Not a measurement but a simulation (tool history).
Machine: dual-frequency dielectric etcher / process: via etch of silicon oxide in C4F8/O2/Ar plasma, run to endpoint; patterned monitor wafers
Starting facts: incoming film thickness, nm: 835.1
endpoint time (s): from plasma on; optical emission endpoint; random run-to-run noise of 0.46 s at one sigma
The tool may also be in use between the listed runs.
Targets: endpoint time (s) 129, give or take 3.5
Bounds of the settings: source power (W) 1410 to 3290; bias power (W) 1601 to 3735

run  hour  source power (W)  bias power (W)  endpoint time (s)
  1     0              2350            2668             145.97
  2   3.8              2420            2700             143.86
  3   4.8              2420            2266             150.05
  4   8.4              2610            2266             145.03
  5   9.5              2610            1922             151.96
  6  18.5              2230            1922             163.28
  7  26.8              2700            2456             139.81
  8  28.7              2740            2472             138.99
  9  35.3              2780            2489             138.42
 10    39              2820            2508             136.39
 11  46.6              2850            2521              135.6
 12  52.1              2880            2533             135.44
 13  59.9              2910            2546             134.49
 14  64.3              2940            2557              133.9

Pick the move, out of 5, that brings all results within their allowed miss; only one does.
  A  68.7              3060            2094                  ?
  B  68.7              2800            2621                  ?
  C  68.7              2900            2143                  ?
  D  68.7              3050            2289                  ?
  E  68.7              3150            2495                  ?

move  endpoint time (s)
   A             137.82
   B             135.68
   C             140.37
   D             135.12
   E             130.44
A: the biggest miss grows against the last run
B: the biggest miss grows against the last run
C: the biggest miss grows against the last run
D: the biggest miss grows against the last run
E: hits every target within its allowed miss
Correct choice: E, which meets every target
